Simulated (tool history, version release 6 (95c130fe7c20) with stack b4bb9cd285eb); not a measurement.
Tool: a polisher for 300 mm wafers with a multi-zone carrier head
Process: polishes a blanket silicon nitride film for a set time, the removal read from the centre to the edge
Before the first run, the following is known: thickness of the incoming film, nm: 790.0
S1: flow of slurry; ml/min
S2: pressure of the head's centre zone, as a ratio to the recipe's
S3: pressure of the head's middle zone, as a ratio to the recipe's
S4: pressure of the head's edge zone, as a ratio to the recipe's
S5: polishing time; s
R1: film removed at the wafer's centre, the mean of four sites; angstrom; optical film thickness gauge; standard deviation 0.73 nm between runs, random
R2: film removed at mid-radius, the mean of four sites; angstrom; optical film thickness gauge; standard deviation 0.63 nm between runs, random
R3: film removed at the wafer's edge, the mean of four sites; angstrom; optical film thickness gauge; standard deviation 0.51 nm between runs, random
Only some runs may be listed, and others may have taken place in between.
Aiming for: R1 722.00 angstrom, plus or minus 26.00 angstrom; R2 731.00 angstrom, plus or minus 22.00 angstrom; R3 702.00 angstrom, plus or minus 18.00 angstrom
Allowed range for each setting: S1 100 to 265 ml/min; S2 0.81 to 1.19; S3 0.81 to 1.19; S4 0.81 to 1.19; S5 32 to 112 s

run 1 hour=0.0 | S1=170 S2=1.00 S3=1.00 S4=1.00 S5=72 | R1=937.48 R2=932.18 R3=951.22
run 2 hour=1.9 | S1=185 S2=1.00 S3=1.00 S4=1.00 S5=72 | R1=949.83 R2=954.93 R3=961.20
run 3 hour=6.2 | S1=185 S2=1.00 S3=1.00 S4=1.00 S5=56 | R1=729.98 R2=738.48 R3=747.48
run 4 hour=8.1 | S1=185 S2=1.09 S3=1.00 S4=1.00 S5=56 | R1=802.34 R2=743.33 R3=747.08
run 5 hour=15.9 | S1=185 S2=1.09 S3=1.00 S4=1.00 S5=41 | R1=599.26 R2=543.57 R3=544.44
run 6 hour=23.9 | S1=145 S2=1.09 S3=1.00 S4=1.00 S5=41 | R1=569.41 R2=520.27 R3=533.40
run 7 hour=30.3 | S1=160 S2=1.09 S3=1.02 S4=1.03 S5=42 | R1=587.85 R2=554.12 R3=559.61
run 8 hour=35.6 | S1=175 S2=1.10 S3=1.03 S4=1.05 S5=43 | R1=620.15 R2=572.23 R3=576.15

Exercise: of the 5 proposed moves below, exactly one satisfies all targets within the stated allowed misses. Which move is it?
run A hour=40.9 | S1=170 S2=0.93 S3=0.86 S4=1.19 S5=46 | R1=? R2=? R3=?
run B hour=40.9 | S1=205 S2=1.02 S3=1.03 S4=1.01 S5=50 | R1=? R2=? R3=?
run C hour=40.9 | S1=180 S2=1.06 S3=1.04 S4=1.03 S5=49 | R1=? R2=? R3=?
run D hour=40.9 | S1=230 S2=1.11 S3=1.08 S4=1.19 S5=48 | R1=? R2=? R3=?
run E hour=40.9 | S1=140 S2=1.04 S3=1.06 S4=0.97 S5=55 | R1=? R2=? R3=?

move=A R1=555.24 R2=523.73 R3=658.33
move=B R1=681.55 R2=678.18 R3=673.36
move=C R1=681.55 R2=658.82 R3=657.47
move=D R1=723.60 R2=686.69 R3=704.58
move=E R1=720.72 R2=724.97 R3=699.64
A: moves away from the targets compared with the last run
B: an improvement on the last run, though not all results are within tolerance
C: an improvement on the last run, though not all results are within tolerance
D: an improvement on the last run, though not all results are within tolerance
E: in spec on every target
Answer: E
